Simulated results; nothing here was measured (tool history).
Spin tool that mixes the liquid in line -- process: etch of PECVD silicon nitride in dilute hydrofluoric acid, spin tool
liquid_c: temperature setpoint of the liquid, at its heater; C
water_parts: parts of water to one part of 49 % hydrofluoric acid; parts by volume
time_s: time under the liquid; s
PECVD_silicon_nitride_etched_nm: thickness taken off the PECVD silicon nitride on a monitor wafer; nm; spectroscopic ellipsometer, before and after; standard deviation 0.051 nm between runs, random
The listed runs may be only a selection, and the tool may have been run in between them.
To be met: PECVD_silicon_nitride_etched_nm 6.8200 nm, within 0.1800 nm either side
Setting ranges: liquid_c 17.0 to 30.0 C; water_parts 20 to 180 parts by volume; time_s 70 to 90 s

run  hour  liquid_c  water_parts  time_s  PECVD_silicon_nitride_etched_nm
  1   0.0      22.0          100      90                           4.0009
  2   4.2      24.5          100      90                           4.7074
  3  12.2      25.5          100      90                           5.0156
  4  17.0      25.5          135      90                           3.7389
  5  17.8      25.5          135      70                           2.8996
  6  20.7      25.5          170      70                           2.2933
  7  29.2      26.0          155      70                           2.6050
  8  32.2      26.5          145      70                           2.8587
  9  34.5      27.0          130      70                           3.3004
 10  41.4      27.5          120      70                           3.7162
 11  48.2      28.0          110      70                           4.1174
 12  53.5      28.5          100      70                           4.7503
 13  61.4      28.5           95      70                           4.9919
 14  63.9      30.0           70      70                           7.3993
 15  66.0      29.5           70      70                           7.2297

Which single option among these 5 for the next run brings every result within its allowed miss of target? Just one does.
  A  68.1      29.5           85      85                                ?
  B  68.1      30.0           90      90                                ?
  C  68.1      29.5           80      75                                ?
  D  68.1      30.0           65      70                                ?
  E  68.1      30.0           70      75                                ?

move  PECVD_silicon_nitride_etched_nm
   A                           7.2347
   B                           7.4665
   C                           6.7826
   D                           8.0400
   E                           8.0009
A: just as far off the targets as the last run
B: further off than the last run
C: in spec on every target
D: further off than the last run
E: further off than the last run
C meets every target.
